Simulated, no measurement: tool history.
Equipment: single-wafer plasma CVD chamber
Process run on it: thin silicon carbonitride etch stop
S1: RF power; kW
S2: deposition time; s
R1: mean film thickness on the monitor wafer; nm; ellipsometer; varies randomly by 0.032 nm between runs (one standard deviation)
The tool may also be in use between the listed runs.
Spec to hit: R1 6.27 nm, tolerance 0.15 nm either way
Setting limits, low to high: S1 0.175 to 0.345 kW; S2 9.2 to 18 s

{"run": 1, "hour": 0.0, "S1": 0.26, "S2": 13.6, "R1": 8.3229}
{"run": 2, "hour": 2.8, "S1": 0.25, "S2": 12.9, "R1": 7.862}
{"run": 3, "hour": 7.9, "S1": 0.225, "S2": 12.9, "R1": 7.6195}
{"run": 4, "hour": 8.8, "S1": 0.22, "S2": 12.4, "R1": 7.2946}
{"run": 5, "hour": 15.0, "S1": 0.215, "S2": 12, "R1": 6.9909}
{"run": 6, "hour": 17.7, "S1": 0.21, "S2": 11.8, "R1": 6.8956}
{"run": 7, "hour": 24.2, "S1": 0.205, "S2": 11.6, "R1": 6.6668}
{"run": 8, "hour": 28.6, "S1": 0.2, "S2": 11.5, "R1": 6.6375}
{"run": 9, "hour": 34.5, "S1": 0.195, "S2": 11.4, "R1": 6.469}
{"run": 10, "hour": 40.3, "S1": 0.19, "S2": 11.4, "R1": 6.4366}

Pick the move, out of 4, that brings all results within their allowed miss; only one does.
{"run": "A", "hour": 46.1, "S1": 0.235, "S2": 11.2, "R1": "?"}
{"run": "B", "hour": 46.1, "S1": 0.23, "S2": 10.6, "R1": "?"}
{"run": "C", "hour": 46.1, "S1": 0.195, "S2": 11.8, "R1": "?"}
{"run": "D", "hour": 46.1, "S1": 0.2, "S2": 10.1, "R1": "?"}

move=A R1=6.6372
move=B R1=6.248
move=C R1=6.6791
move=D R1=5.752
A: the biggest miss grows against the last run
B: every result lands within tolerance
C: the biggest miss grows against the last run
D: takes the biggest miss from the last run beyond its target
B is the move that brings every result within its allowed miss.
